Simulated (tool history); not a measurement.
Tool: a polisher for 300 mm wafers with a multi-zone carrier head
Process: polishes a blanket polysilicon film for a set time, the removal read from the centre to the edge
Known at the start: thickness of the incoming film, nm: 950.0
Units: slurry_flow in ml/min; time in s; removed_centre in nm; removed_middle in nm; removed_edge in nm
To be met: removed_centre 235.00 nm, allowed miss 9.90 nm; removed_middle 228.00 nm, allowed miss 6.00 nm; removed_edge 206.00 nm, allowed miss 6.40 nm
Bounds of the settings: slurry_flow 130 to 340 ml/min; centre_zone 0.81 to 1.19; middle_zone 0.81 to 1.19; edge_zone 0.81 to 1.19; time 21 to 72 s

{"run": 1, "hour": 0.0, "slurry_flow": 220, "centre_zone": 1.0, "middle_zone": 1.0, "edge_zone": 1.0, "time": 46, "removed_centre": 325.41, "removed_middle": 330.94, "removed_edge": 335.92}
{"run": 2, "hour": 2.2, "slurry_flow": 220, "centre_zone": 1.0, "middle_zone": 1.0, "edge_zone": 1.0, "time": 40, "removed_centre": 284.95, "removed_middle": 286.7, "removed_edge": 294.95}
{"run": 3, "hour": 10.4, "slurry_flow": 220, "centre_zone": 1.04, "middle_zone": 1.0, "edge_zone": 1.0, "time": 40, "removed_centre": 293.92, "removed_middle": 290.22, "removed_edge": 298.87}
{"run": 4, "hour": 13.8, "slurry_flow": 230, "centre_zone": 1.06, "middle_zone": 1.02, "edge_zone": 0.95, "time": 36, "removed_centre": 267.92, "removed_middle": 262.49, "removed_edge": 256.87}
{"run": 5, "hour": 21.9, "slurry_flow": 230, "centre_zone": 1.06, "middle_zone": 1.02, "edge_zone": 0.91, "time": 35, "removed_centre": 263.72, "removed_middle": 257.09, "removed_edge": 247.6}
{"run": 6, "hour": 29.5, "slurry_flow": 230, "centre_zone": 1.07, "middle_zone": 1.03, "edge_zone": 0.88, "time": 34, "removed_centre": 256.37, "removed_middle": 250.58, "removed_edge": 236.58}
{"run": 7, "hour": 36.2, "slurry_flow": 230, "centre_zone": 1.08, "middle_zone": 1.03, "edge_zone": 0.86, "time": 33, "removed_centre": 249.3, "removed_middle": 244.86, "removed_edge": 223.23}
{"run": 8, "hour": 39.4, "slurry_flow": 220, "centre_zone": 1.08, "middle_zone": 1.02, "edge_zone": 0.85, "time": 33, "removed_centre": 246.54, "removed_middle": 242.82, "removed_edge": 227.45}
{"run": 9, "hour": 45.9, "slurry_flow": 225, "centre_zone": 1.09, "middle_zone": 1.02, "edge_zone": 0.84, "time": 32, "removed_centre": 242.9, "removed_middle": 233.09, "removed_edge": 221.69}

4 next moves are on the table. One of them brings every result within its allowed miss. Which?
{"run": "A", "hour": 52.4, "slurry_flow": 320, "centre_zone": 1.16, "middle_zone": 1.12, "edge_zone": 0.81, "time": 28, "removed_centre": "?", "removed_middle": "?", "removed_edge": "?"}
{"run": "B", "hour": 52.4, "slurry_flow": 235, "centre_zone": 1.1, "middle_zone": 1.15, "edge_zone": 0.84, "time": 30, "removed_centre": "?", "removed_middle": "?", "removed_edge": "?"}
{"run": "C", "hour": 52.4, "slurry_flow": 235, "centre_zone": 1.17, "middle_zone": 1.09, "edge_zone": 0.81, "time": 31, "removed_centre": "?", "removed_middle": "?", "removed_edge": "?"}
{"run": "D", "hour": 52.4, "slurry_flow": 160, "centre_zone": 1.18, "middle_zone": 1.1, "edge_zone": 0.9, "time": 30, "removed_centre": "?", "removed_middle": "?", "removed_edge": "?"}

move=A removed_centre=227.60 removed_middle=227.01 removed_edge=191.25
move=B removed_centre=227.28 removed_middle=242.74 removed_edge=204.26
move=C removed_centre=246.74 removed_middle=239.49 removed_edge=207.89
move=D removed_centre=231.22 removed_middle=225.53 removed_edge=205.49
A: takes the result that was furthest off past its target
B: brings the result that was furthest off to its target, and leaves another outside
C: brings the result that was furthest off to its target, and leaves another outside
D: meets every target
Move D is the one to make.
